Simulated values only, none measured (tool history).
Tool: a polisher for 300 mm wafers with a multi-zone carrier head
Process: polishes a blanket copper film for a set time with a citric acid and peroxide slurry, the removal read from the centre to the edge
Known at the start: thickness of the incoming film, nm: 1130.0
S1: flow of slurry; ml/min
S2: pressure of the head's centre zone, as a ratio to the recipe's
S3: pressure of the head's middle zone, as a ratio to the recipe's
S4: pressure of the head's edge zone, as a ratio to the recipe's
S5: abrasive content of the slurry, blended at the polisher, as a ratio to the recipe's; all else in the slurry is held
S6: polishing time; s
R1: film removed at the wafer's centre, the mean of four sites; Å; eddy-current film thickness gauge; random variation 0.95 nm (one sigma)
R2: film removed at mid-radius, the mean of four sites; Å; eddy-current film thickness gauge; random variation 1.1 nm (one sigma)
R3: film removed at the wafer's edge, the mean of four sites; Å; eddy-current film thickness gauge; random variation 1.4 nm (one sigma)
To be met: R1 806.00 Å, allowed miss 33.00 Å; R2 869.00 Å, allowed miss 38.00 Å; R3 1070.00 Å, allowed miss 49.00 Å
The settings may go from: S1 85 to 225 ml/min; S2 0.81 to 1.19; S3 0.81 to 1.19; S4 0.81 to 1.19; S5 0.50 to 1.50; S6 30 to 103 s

run  hour   S1    S2    S3    S4    S5  S6       R1       R2       R3
  1   0.0  145  1.00  1.00  1.00  1.00  66  1181.00  1149.20  1175.80
  2   5.5  140  0.97  0.98  1.01  0.95  66  1149.90  1091.10  1146.50
  3  11.5  140  0.97  0.98  1.01  0.85  66  1091.40  1092.40  1146.80
  4  20.1  135  0.95  0.97  1.02  0.80  66  1077.60  1059.30  1140.10
  5  28.8  135  0.95  1.01  1.02  0.80  66  1043.70  1119.30  1153.40
  6  36.2  135  0.99  1.01  1.02  0.80  66  1110.80  1107.10  1139.80
  7  42.1  130  0.97  0.99  1.03  0.75  66  1057.00  1063.20  1148.20
  8  45.3  125  0.95  0.98  1.03  0.70  66  1020.70  1010.00  1092.20
  9  54.1  120  0.93  0.98  1.05  0.65  66   963.81  1010.60  1078.70
 10  57.8  115  0.91  0.96  1.07  0.65  67   944.07   986.21  1118.50
 11  65.6   95  0.82  0.90  1.05  0.50  66   738.24   812.88   976.08

Which of these 4 next moves meets every target?
  A  73.4  115  0.93  0.92  1.00  0.50  64   ?   ?   ?
  B  73.4   95  0.85  0.90  1.14  0.55  69   ?   ?   ?
  C  73.4   95  0.84  0.88  1.09  0.65  75   ?   ?   ?
  D  73.4  100  0.85  0.88  1.19  0.70  72   ?   ?   ?

move      R1      R2       R3
   A  876.67  887.38   986.55
   B  819.17  898.07  1094.30
   C  906.31  986.94  1202.50
   D  910.85  977.51  1229.20
A: takes the result that was furthest off past its target
B: meets every target
C: takes the result that was furthest off past its target
D: takes the result that was furthest off past its target
Answer: B
